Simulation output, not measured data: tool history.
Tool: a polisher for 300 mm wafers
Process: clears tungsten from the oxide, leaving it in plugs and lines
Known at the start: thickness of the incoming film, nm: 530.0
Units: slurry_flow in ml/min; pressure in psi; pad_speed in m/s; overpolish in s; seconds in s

run,hour,slurry_flow,pressure,pad_speed,slurry_solids,overpolish,seconds
1,0,145,3.8,1.4,1,9,84.017
2,4.3,145,3.8,1.4,1.2,9,78.832
3,6.6,145,3.8,1.4,1.2,8,77.755
4,14.1,145,3.5,1.4,1.2,8,85.312
5,21.1,145,3.3,1.4,1.2,8,88.918
6,28.1,145,3.1,1.4,1.2,8,95.585

Run 7 comes next. What will it give?
7,36.8,145,3,1.4,1.2,8,?

{"run 7": {"seconds": 99.344}}
